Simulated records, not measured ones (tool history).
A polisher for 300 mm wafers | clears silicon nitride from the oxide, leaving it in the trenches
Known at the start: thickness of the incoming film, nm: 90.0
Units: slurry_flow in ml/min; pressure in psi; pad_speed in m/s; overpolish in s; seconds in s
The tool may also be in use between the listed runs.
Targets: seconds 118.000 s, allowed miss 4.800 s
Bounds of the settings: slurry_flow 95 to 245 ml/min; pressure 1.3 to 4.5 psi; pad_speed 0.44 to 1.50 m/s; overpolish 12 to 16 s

{"run": 1, "hour": 0.0, "slurry_flow": 155, "pressure": 2.9, "pad_speed": 0.96, "overpolish": 16, "seconds": 96.838}
{"run": 2, "hour": 6.2, "slurry_flow": 195, "pressure": 2.9, "pad_speed": 0.96, "overpolish": 16, "seconds": 92.968}
{"run": 3, "hour": 15.0, "slurry_flow": 195, "pressure": 2.8, "pad_speed": 0.96, "overpolish": 16, "seconds": 97.428}
{"run": 4, "hour": 18.9, "slurry_flow": 195, "pressure": 2.7, "pad_speed": 0.96, "overpolish": 16, "seconds": 100.02}
{"run": 5, "hour": 23.5, "slurry_flow": 195, "pressure": 2.6, "pad_speed": 0.96, "overpolish": 16, "seconds": 103.18}
{"run": 6, "hour": 28.4, "slurry_flow": 180, "pressure": 2.6, "pad_speed": 0.96, "overpolish": 16, "seconds": 106.67}
{"run": 7, "hour": 30.4, "slurry_flow": 175, "pressure": 2.6, "pad_speed": 0.96, "overpolish": 16, "seconds": 107.74}
{"run": 8, "hour": 33.9, "slurry_flow": 170, "pressure": 2.6, "pad_speed": 0.96, "overpolish": 16, "seconds": 108.29}
{"run": 9, "hour": 36.7, "slurry_flow": 165, "pressure": 2.6, "pad_speed": 0.96, "overpolish": 16, "seconds": 105.8}
{"run": 10, "hour": 41.3, "slurry_flow": 165, "pressure": 2.5, "pad_speed": 0.96, "overpolish": 16, "seconds": 109.26}

5 next moves are on the table. One of them brings every result within its allowed miss. Which?
{"run": "A", "hour": 45.9, "slurry_flow": 155, "pressure": 3.0, "pad_speed": 0.88, "overpolish": 16, "seconds": "?"}
{"run": "B", "hour": 45.9, "slurry_flow": 170, "pressure": 2.1, "pad_speed": 0.96, "overpolish": 16, "seconds": "?"}
{"run": "C", "hour": 45.9, "slurry_flow": 180, "pressure": 2.6, "pad_speed": 1.0, "overpolish": 14, "seconds": "?"}
{"run": "D", "hour": 45.9, "slurry_flow": 185, "pressure": 2.2, "pad_speed": 1.0, "overpolish": 12, "seconds": "?"}
{"run": "E", "hour": 45.9, "slurry_flow": 135, "pressure": 2.5, "pad_speed": 0.82, "overpolish": 12, "seconds": "?"}

move=A seconds=98.323
move=B seconds=125.980
move=C seconds=97.865
move=D seconds=114.570
move=E seconds=128.060
A: further off than the last run
B: takes the result that was furthest off past its target
C: further off than the last run
D: meets every target
E: takes the result that was furthest off past its target
Move D is the one to make.
